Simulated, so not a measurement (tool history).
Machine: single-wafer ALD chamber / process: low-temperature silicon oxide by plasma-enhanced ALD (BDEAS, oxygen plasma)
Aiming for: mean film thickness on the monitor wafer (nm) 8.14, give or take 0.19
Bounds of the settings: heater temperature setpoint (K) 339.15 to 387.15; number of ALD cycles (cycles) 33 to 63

run  hour  heater temperature setpoint (K)  number of ALD cycles (cycles)  mean film thickness on the monitor wafer (nm)
  1     0                           363.15                             48                                         7.3126
  2   4.4                           363.15                             52                                         7.9196
  3  10.4                           363.15                             49                                         7.4417
  4  18.2                           360.15                             50                                         7.7026
  5  23.7                           370.15                             50                                         7.4053
  6  28.9                           370.15                             47                                         6.9965
  7  32.5                           366.15                             49                                         7.3741
  8  37.8                           362.15                             50                                         7.5929
  9  45.6                           360.15                             51                                         7.8107
 10  50.1                           359.15                             51                                         7.8287
 11    57                           358.15                             51                                         7.8749
 12  62.7                           358.15                             51                                         7.8616
 13  68.3                           358.15                             51                                         7.8887
 14  76.8                           357.15                             51                                         7.8577

Consider the 4 candidate settings below. Which is the only one whose results all fall within their allowed miss of target?
  A  85.3                           358.15                             53                                              ?
  B  85.3                           352.15                             49                                              ?
  C  85.3                           369.15                             49                                              ?
  D  85.3                           356.15                             48                                              ?

move  mean film thickness on the monitor wafer (nm)
   A                                         8.1756
   B                                         7.7181
   C                                         7.2659
   D                                         7.4564
A: all results land within tolerance of their targets
B: moves away from the targets compared with the last run
C: moves away from the targets compared with the last run
D: moves away from the targets compared with the last run
A is the move that brings every result within its allowed miss.
